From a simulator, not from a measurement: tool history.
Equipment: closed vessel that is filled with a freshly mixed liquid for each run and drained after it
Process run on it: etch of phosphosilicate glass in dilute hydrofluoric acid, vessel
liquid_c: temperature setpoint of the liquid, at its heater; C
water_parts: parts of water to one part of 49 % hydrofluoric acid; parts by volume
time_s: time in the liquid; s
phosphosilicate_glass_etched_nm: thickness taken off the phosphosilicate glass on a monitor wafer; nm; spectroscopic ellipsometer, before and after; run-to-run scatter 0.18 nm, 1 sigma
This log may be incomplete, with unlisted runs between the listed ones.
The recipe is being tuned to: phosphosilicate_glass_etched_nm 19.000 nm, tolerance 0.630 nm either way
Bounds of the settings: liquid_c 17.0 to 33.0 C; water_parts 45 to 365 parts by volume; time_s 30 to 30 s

run,hour,liquid_c,water_parts,time_s,phosphosilicate_glass_etched_nm
1,0.0,25.0,205,30,30.824
2,4.3,23.5,215,30,27.580
3,12.0,25.0,215,30,29.184
4,15.7,25.0,280,30,21.229
5,17.1,25.0,280,30,21.213
6,20.4,24.5,280,30,20.451
7,24.9,24.0,280,30,20.438
8,26.9,23.5,280,30,19.819

Exercise: of the 4 proposed moves below, exactly one satisfies all targets within the stated allowed misses. Which move is it?
A,28.9,23.5,275,30,?
B,28.9,22.0,275,30,?
C,28.9,22.0,255,30,?
D,28.9,26.5,290,30,?

move,phosphosilicate_glass_etched_nm
A,20.016
B,18.985
C,20.884
D,20.700
A: lands further from the targets than the last run did
B: in spec on every target
C: lands further from the targets than the last run did
D: lands further from the targets than the last run did
B is the move that brings every result within its allowed miss.
